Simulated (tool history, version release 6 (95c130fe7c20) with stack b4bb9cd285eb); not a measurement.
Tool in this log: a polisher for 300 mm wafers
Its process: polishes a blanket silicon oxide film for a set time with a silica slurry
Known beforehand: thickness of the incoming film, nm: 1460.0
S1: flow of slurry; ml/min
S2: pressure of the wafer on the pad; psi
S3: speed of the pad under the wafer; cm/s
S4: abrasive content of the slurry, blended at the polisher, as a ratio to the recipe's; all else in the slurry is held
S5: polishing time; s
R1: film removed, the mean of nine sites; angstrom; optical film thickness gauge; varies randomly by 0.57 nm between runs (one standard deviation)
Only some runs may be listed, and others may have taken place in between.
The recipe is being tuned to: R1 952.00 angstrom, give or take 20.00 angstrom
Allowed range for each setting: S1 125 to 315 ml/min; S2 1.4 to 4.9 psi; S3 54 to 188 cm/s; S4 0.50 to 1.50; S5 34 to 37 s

run	hour	S1	S2	S3	S4	S5	R1
1	0.0	205	3.1	120	1.00	37	1059.70
2	5.1	200	3.0	120	1.00	37	1045.80
3	11.2	225	3.0	120	1.00	37	1052.50
4	17.3	225	2.2	120	1.00	37	876.88
5	22.4	225	2.2	120	1.00	34	810.01
6	24.7	225	2.5	120	1.00	34	871.61
7	27.6	230	2.6	120	1.00	34	902.24
8	35.9	240	2.6	120	1.00	34	887.13

Which of these 5 next moves meets every target?
A	44.2	225	2.8	124	0.80	36	?
B	44.2	225	2.4	142	0.95	36	?
C	44.2	225	2.7	126	0.95	35	?
D	44.2	195	2.6	134	0.90	34	?
E	44.2	300	1.8	142	1.30	36	?

move	R1
A	911.16
B	1003.50
C	950.93
D	907.38
E	1008.50
A: closes in on the targets versus the last run, not all within tolerance yet
B: takes the biggest miss from the last run beyond its target
C: in spec on every target
D: closes in on the targets versus the last run, not all within tolerance yet
E: takes the biggest miss from the last run beyond its target
Answer: C

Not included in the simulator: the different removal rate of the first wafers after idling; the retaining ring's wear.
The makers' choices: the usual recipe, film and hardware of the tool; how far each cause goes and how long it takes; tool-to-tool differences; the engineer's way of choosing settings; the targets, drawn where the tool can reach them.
